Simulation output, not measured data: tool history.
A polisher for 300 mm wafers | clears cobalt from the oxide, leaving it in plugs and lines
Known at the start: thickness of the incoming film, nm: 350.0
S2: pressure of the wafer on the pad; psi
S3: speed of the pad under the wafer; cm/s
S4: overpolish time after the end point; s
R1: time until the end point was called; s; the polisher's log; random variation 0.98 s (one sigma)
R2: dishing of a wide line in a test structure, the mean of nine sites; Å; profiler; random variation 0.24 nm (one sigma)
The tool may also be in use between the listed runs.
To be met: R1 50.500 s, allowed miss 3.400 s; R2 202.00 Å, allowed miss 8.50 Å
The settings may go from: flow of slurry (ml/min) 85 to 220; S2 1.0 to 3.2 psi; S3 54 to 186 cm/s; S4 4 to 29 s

Run 1, hour 0.0: flow of slurry (ml/min) 140, S2 2.1 psi, S3 118 cm/s, S4 15 s. Result: R1 63.036 s, R2 382.19 Å.
Run 2, hour 6.6: flow of slurry (ml/min) 140, S2 2.1 psi, S3 118 cm/s, S4 9 s. Result: R1 64.048 s, R2 296.80 Å.
Run 3, hour 12.9: flow of slurry (ml/min) 140, S2 2.1 psi, S3 118 cm/s, S4 8 s. Result: R1 63.414 s, R2 278.57 Å.
Run 4, hour 21.8: flow of slurry (ml/min) 135, S2 2.2 psi, S3 118 cm/s, S4 6 s. Result: R1 61.974 s, R2 235.63 Å.
Run 5, hour 26.7: flow of slurry (ml/min) 135, S2 2.2 psi, S3 94 cm/s, S4 6 s. Result: R1 75.217 s, R2 202.95 Å.
Run 6, hour 32.8: flow of slurry (ml/min) 135, S2 2.2 psi, S3 108 cm/s, S4 6 s. Result: R1 65.734 s, R2 220.41 Å.
Run 7, hour 39.4: flow of slurry (ml/min) 135, S2 2.3 psi, S3 108 cm/s, S4 6 s. Result: R1 63.528 s, R2 229.29 Å.
Run 8, hour 47.9: flow of slurry (ml/min) 135, S2 2.4 psi, S3 108 cm/s, S4 6 s. Result: R1 61.593 s, R2 240.19 Å.
Run 9, hour 48.7: flow of slurry (ml/min) 130, S2 2.5 psi, S3 106 cm/s, S4 6 s. Result: R1 58.228 s, R2 243.24 Å.
Run 10, hour 52.2: flow of slurry (ml/min) 125, S2 2.6 psi, S3 104 cm/s, S4 6 s. Result: R1 60.642 s, R2 244.23 Å.
Run 11, hour 57.1: flow of slurry (ml/min) 135, S2 2.6 psi, S3 102 cm/s, S4 6 s. Result: R1 61.033 s, R2 242.80 Å.
Run 12, hour 61.6: flow of slurry (ml/min) 130, S2 2.6 psi, S3 102 cm/s, S4 6 s. Result: R1 60.848 s, R2 237.84 Å.
Run 13, hour 67.4: flow of slurry (ml/min) 125, S2 2.7 psi, S3 100 cm/s, S4 6 s. Result: R1 57.568 s, R2 240.82 Å.
Run 14, hour 74.6: flow of slurry (ml/min) 85, S2 3.2 psi, S3 66 cm/s, S4 4 s. Result: R1 81.779 s, R2 136.99 Å.
Run 15, hour 78.7: flow of slurry (ml/min) 85, S2 3.2 psi, S3 70 cm/s, S4 4 s. Result: R1 77.079 s, R2 146.06 Å.
Run 16, hour 84.3: flow of slurry (ml/min) 85, S2 3.2 psi, S3 74 cm/s, S4 4 s. Result: R1 74.091 s, R2 151.63 Å.
Run 17, hour 91.6: flow of slurry (ml/min) 100, S2 3.2 psi, S3 108 cm/s, S4 8 s. Result: R1 49.313 s, R2 323.54 Å.
Run 18, hour 96.2: flow of slurry (ml/min) 85, S2 3.2 psi, S3 94 cm/s, S4 4 s. Result: R1 56.788 s, R2 181.25 Å.
Run 19, hour 100.7: flow of slurry (ml/min) 90, S2 3.2 psi, S3 100 cm/s, S4 4 s. Result: R1 52.996 s, R2 193.39 Å.

Which of these 5 next moves meets every target?
Run A, hour 105.2: flow of slurry (ml/min) 120, S2 3.0 psi, S3 96 cm/s, S4 5 s. Result: R1 ?, R2 ?.
Run B, hour 105.2: flow of slurry (ml/min) 85, S2 2.2 psi, S3 138 cm/s, S4 4 s. Result: R1 ?, R2 ?.
Run C, hour 105.2: flow of slurry (ml/min) 85, S2 3.1 psi, S3 110 cm/s, S4 4 s. Result: R1 ?, R2 ?.
Run D, hour 105.2: flow of slurry (ml/min) 90, S2 3.2 psi, S3 96 cm/s, S4 5 s. Result: R1 ?, R2 ?.
Run E, hour 105.2: flow of slurry (ml/min) 85, S2 2.9 psi, S3 94 cm/s, S4 5 s. Result: R1 ?, R2 ?.

move      R1      R2
   A  57.039  218.13
   B  58.343  181.28
   C  52.039  197.85
   D  56.788  218.79
   E  64.651  198.87
A: takes the result that was furthest off past its target
B: further off than the last run
C: meets every target
D: takes the result that was furthest off past its target
E: brings the result that was furthest off to its target, and leaves another outside
The right move is C.
